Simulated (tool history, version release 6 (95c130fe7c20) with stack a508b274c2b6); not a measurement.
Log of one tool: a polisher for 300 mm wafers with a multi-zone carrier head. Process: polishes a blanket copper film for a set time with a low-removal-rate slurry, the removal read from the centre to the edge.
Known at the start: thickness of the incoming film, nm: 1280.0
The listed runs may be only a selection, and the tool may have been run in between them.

run,hour,flow of slurry (ml/min),pressure of the head's centre zone,pressure of the head's middle zone,pressure of the head's edge zone,abrasive content of the slurry,polishing time (s),film removed at the wafer's centre (nm),film removed at mid-radius (nm),film removed at the wafer's edge (nm)
1,0,190,1,1,1,1,52,216.99,216.07,218.72
2,3.7,190,1.05,1,1,1,52,230.55,213.17,213.58
3,12.3,190,1.05,1,1,1.2,52,236.93,226.88,222.83
4,17,190,1.05,1,1,1.3,52,239.67,236.65,231.72
5,20.2,185,1.03,1.04,0.97,1.15,50,220.55,222.83,210.8
6,21.2,185,1.03,1.04,0.97,1.15,37,161.55,162.96,152.53
7,29.4,195,1.03,1.07,0.98,1.2,37,162.95,174.29,157.63
8,31.1,205,1.04,1.09,0.99,1.2,37,165.12,174.44,159.04
9,37.3,210,1.05,1.11,0.99,1.25,37,169.4,183.84,161.88
10,38.2,215,1.06,1.12,0.99,1.25,37,169.96,178.17,161.07
11,43.4,215,1.06,1.12,0.99,1.25,37,174.01,180.94,163.13

Run 12 is up next; what results do you expect?
12,52.4,215,1.06,1.14,0.98,1.3,37,?,?,?

For run 12 the tool returned film removed at the wafer's centre (nm) 173.02, film removed at mid-radius (nm) 185.54, film removed at the wafer's edge (nm) 162.83.

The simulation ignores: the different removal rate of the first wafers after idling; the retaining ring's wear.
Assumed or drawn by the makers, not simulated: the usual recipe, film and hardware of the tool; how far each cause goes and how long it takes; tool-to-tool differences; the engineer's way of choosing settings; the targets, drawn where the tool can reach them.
